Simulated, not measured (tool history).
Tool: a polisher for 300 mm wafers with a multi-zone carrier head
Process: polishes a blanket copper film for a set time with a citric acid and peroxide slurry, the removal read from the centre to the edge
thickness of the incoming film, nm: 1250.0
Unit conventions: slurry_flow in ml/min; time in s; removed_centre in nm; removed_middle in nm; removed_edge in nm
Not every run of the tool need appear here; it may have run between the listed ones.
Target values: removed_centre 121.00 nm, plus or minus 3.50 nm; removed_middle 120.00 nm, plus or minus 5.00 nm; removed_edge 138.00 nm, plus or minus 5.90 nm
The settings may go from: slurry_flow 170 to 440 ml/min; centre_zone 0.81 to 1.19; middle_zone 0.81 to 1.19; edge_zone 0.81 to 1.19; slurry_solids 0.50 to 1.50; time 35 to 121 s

run  hour  slurry_flow  centre_zone  middle_zone  edge_zone  slurry_solids  time  removed_centre  removed_middle  removed_edge
  1   0.0          280         1.00         1.00       1.00           1.00    78          153.04          150.95        154.76
  2   9.0          280         1.00         1.08       1.00           1.00    78          153.05          162.14        153.70
  3  13.0          280         1.00         0.99       1.00           1.00    78          154.22          152.80        157.79
  4  20.9          280         1.00         0.99       1.00           0.95    78          152.23          150.72        154.11
  5  25.6          275         0.98         0.96       1.00           0.90    77          143.09          143.78        148.43
  6  33.5          270         0.97         0.93       1.01           0.85    76          139.72          135.12        147.56
  7  42.5          265         0.95         0.91       1.00           0.80    76          133.32          130.30        144.91
  8  49.9          260         0.94         0.90       0.99           0.80    76          131.43          129.24        142.53
  9  57.7          255         0.93         0.89       0.99           0.80    76          131.97          127.20        146.21
 10  61.4          255         0.88         0.88       0.94           0.60    75          114.80          120.26        130.41
 11  68.9          260         0.88         0.88       0.95           0.60    75          115.35          117.39        129.02
 12  69.8          260         0.88         0.88       0.96           0.60    75          117.06          118.96        131.42
 13  76.7          260         0.88         0.88       0.97           0.60    75          115.56          118.07        129.35

Below are 4 possible settings for the next run. Only one of them brings all results inside the allowed miss of their targets. Which is it?
  A  83.6          265         1.00         0.85       0.93           0.50    75               ?               ?             ?
  B  83.6          400         0.81         0.99       0.99           0.80    72               ?               ?             ?
  C  83.6          260         0.95         0.92       1.15           0.65    71               ?               ?             ?
  D  83.6          260         1.01         0.94       0.93           0.55    73               ?               ?             ?

move  removed_centre  removed_middle  removed_edge
   A          125.88          109.57        125.12
   B          112.05          135.85        138.57
   C          118.58          115.90        135.92
   D          125.63          117.64        123.52
A: takes the result that was furthest off past its target
B: misses by more than the last run did
C: each result inside its tolerance
D: takes the result that was furthest off past its target
Answer: C

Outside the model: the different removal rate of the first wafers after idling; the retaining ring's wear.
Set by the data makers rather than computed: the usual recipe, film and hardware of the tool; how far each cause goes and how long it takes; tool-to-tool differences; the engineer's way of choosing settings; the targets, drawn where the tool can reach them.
